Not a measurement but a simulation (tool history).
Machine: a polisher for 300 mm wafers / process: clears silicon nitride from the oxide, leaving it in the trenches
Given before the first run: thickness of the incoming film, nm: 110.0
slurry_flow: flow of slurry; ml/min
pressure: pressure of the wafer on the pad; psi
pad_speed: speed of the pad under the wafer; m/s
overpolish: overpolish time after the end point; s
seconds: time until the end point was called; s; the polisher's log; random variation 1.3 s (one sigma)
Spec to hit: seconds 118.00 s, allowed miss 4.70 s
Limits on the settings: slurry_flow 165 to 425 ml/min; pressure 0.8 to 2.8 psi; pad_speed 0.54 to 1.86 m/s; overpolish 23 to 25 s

run  hour  slurry_flow  pressure  pad_speed  overpolish  seconds
  1   0.0          275       1.8       1.18          23   189.83
  2   6.1          275       2.0       1.18          23   167.68
  3  11.9          275       2.2       1.18          23   150.40
  4  20.0          215       2.2       1.18          23   159.14
  5  27.6          215       2.2       1.44          23   131.60
  6  35.2          215       2.2       1.18          23   156.50
  7  39.6          225       2.3       1.18          23   148.66
  8  40.3          245       2.4       1.18          23   142.61
  9  40.8          245       2.5       1.18          23   138.43
 10  45.2          245       2.6       1.20          23   130.67
 11  53.7          245       2.7       1.20          23   123.39

Which single option among these 5 for the next run brings every result within its allowed miss of target? Just one does.
  A  62.2          285       2.8       1.12          23        ?
  B  62.2          175       2.5       1.26          25        ?
  C  62.2          220       2.8       1.24          23        ?
  D  62.2          290       2.5       1.22          23        ?
  E  62.2          250       2.7       1.14          23        ?

move  seconds
   A   126.29
   B   133.76
   C   117.73
   D   129.67
   E   130.40
A: further off than the last run
B: further off than the last run
C: hits every target within its allowed miss
D: further off than the last run
E: further off than the last run
Correct choice: C, which meets every target
